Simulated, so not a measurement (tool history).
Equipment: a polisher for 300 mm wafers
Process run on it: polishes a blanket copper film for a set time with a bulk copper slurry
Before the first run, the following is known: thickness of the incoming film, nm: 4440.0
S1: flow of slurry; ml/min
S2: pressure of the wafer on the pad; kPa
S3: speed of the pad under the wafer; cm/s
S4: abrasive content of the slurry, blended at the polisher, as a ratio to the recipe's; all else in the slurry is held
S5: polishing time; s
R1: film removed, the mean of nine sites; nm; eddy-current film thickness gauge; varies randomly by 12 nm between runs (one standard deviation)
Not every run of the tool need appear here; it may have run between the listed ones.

run    day   S1    S2   S3   S4  S5      R1
  1      0  300    20  110    1  41  500.96
  2  0.021  300  22.1  112    1  41  546.04
  3  0.146  300  26.2  112    1  41  666.48
  4  0.296  300  26.2  112  1.2  41  687.82
  5    0.5  260  26.2  112  1.2  41  679.34
  6  0.529  260  26.2  112  1.2  37  614.63
  7  0.738  270  27.6  114  1.2  37  669.92
  8  0.946  270  28.3  116  1.2  37   685.9
  9  1.129  270    29  118  1.2  37  741.18

What does the tool deliver on the next run?
 10  1.429  270  29.6  118  1.2  37   ?

Run 10 came out at R1 737.45 nm.
